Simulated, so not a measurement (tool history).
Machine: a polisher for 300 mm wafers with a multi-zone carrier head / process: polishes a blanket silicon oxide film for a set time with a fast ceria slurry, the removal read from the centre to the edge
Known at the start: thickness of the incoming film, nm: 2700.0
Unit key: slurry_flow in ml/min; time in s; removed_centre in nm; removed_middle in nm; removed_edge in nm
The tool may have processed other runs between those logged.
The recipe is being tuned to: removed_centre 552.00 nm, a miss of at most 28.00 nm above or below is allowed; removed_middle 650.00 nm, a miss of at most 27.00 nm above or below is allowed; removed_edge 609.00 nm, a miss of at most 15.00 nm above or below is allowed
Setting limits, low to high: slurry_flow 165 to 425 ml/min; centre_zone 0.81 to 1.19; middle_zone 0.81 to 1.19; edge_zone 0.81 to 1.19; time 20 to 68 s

{"run": 1, "day": 0.0, "slurry_flow": 275, "centre_zone": 1.0, "middle_zone": 1.0, "edge_zone": 1.0, "time": 44, "removed_centre": 487.17, "removed_middle": 488.77, "removed_edge": 490.95}
{"run": 2, "day": 0.15, "slurry_flow": 275, "centre_zone": 1.0, "middle_zone": 1.0, "edge_zone": 1.05, "time": 44, "removed_centre": 489.48, "removed_middle": 483.82, "removed_edge": 499.92}
{"run": 3, "day": 0.179, "slurry_flow": 275, "centre_zone": 1.0, "middle_zone": 1.08, "edge_zone": 1.05, "time": 44, "removed_centre": 490.76, "removed_middle": 522.61, "removed_edge": 500.9}
{"run": 4, "day": 0.379, "slurry_flow": 275, "centre_zone": 1.0, "middle_zone": 1.08, "edge_zone": 1.05, "time": 52, "removed_centre": 571.45, "removed_middle": 617.15, "removed_edge": 589.29}
{"run": 5, "day": 0.633, "slurry_flow": 275, "centre_zone": 1.08, "middle_zone": 1.08, "edge_zone": 1.05, "time": 52, "removed_centre": 618.81, "removed_middle": 607.67, "removed_edge": 596.82}
{"run": 6, "day": 0.754, "slurry_flow": 275, "centre_zone": 1.08, "middle_zone": 1.08, "edge_zone": 1.05, "time": 61, "removed_centre": 731.66, "removed_middle": 734.07, "removed_edge": 689.65}
{"run": 7, "day": 1.1, "slurry_flow": 240, "centre_zone": 0.98, "middle_zone": 1.03, "edge_zone": 0.95, "time": 57, "removed_centre": 600.24, "removed_middle": 640.33, "removed_edge": 604.33}
{"run": 8, "day": 1.179, "slurry_flow": 240, "centre_zone": 0.97, "middle_zone": 1.03, "edge_zone": 0.95, "time": 57, "removed_centre": 587.54, "removed_middle": 642.78, "removed_edge": 605.94}

5 next moves are on the table. One of them brings every result within its allowed miss. Which?
{"run": "A", "day": 1.258, "slurry_flow": 245, "centre_zone": 0.87, "middle_zone": 1.12, "edge_zone": 0.97, "time": 58, "removed_centre": "?", "removed_middle": "?", "removed_edge": "?"}
{"run": "B", "day": 1.258, "slurry_flow": 340, "centre_zone": 1.07, "middle_zone": 1.04, "edge_zone": 0.85, "time": 56, "removed_centre": "?", "removed_middle": "?", "removed_edge": "?"}
{"run": "C", "day": 1.258, "slurry_flow": 185, "centre_zone": 1.05, "middle_zone": 1.02, "edge_zone": 0.9, "time": 58, "removed_centre": "?", "removed_middle": "?", "removed_edge": "?"}
{"run": "D", "day": 1.258, "slurry_flow": 275, "centre_zone": 1.03, "middle_zone": 1.05, "edge_zone": 0.94, "time": 56, "removed_centre": "?", "removed_middle": "?", "removed_edge": "?"}
{"run": "E", "day": 1.258, "slurry_flow": 230, "centre_zone": 0.88, "middle_zone": 1.04, "edge_zone": 0.91, "time": 58, "removed_centre": "?", "removed_middle": "?", "removed_edge": "?"}

move=A removed_centre=558.80 removed_middle=675.13 removed_edge=631.02
move=B removed_centre=691.44 removed_middle=638.62 removed_edge=589.70
move=C removed_centre=642.26 removed_middle=601.64 removed_edge=590.35
move=D removed_centre=649.61 removed_middle=629.43 removed_edge=607.28
move=E removed_centre=559.54 removed_middle=633.10 removed_edge=609.04
A: brings the result that was furthest off to its target, and leaves another outside
B: further off than the last run
C: further off than the last run
D: further off than the last run
E: in spec on every target
So the answer is move E, the one that meets all the targets.
